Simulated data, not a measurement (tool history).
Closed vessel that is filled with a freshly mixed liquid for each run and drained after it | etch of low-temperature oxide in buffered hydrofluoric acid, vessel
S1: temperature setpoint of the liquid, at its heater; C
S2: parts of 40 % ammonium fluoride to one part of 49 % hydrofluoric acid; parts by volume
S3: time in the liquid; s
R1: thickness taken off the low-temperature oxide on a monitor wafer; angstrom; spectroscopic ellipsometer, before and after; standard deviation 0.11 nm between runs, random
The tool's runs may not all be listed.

run,hour,S1,S2,S3,R1
1,0,22,16.5,30,439.59
2,2.5,18.5,16.5,30,367.1
3,6.5,18,17.5,30,334.56
4,12.5,18,17.5,30,332.4
5,18,18,18.5,30,316.02
6,19.9,18,18.5,30,314.41
# hour 24.8: thermometer replaced
7,24.8,18,19.5,30,280.93
8,33.6,18,19.5,30,280.34
9,40.4,18,20,30,273.1
10,42.4,17.5,20.5,30,260.08

Run 11, settings as shown, results not yet in. Your forecast:
11,46.5,17,22,30,?

R1: 242.35 angstrom

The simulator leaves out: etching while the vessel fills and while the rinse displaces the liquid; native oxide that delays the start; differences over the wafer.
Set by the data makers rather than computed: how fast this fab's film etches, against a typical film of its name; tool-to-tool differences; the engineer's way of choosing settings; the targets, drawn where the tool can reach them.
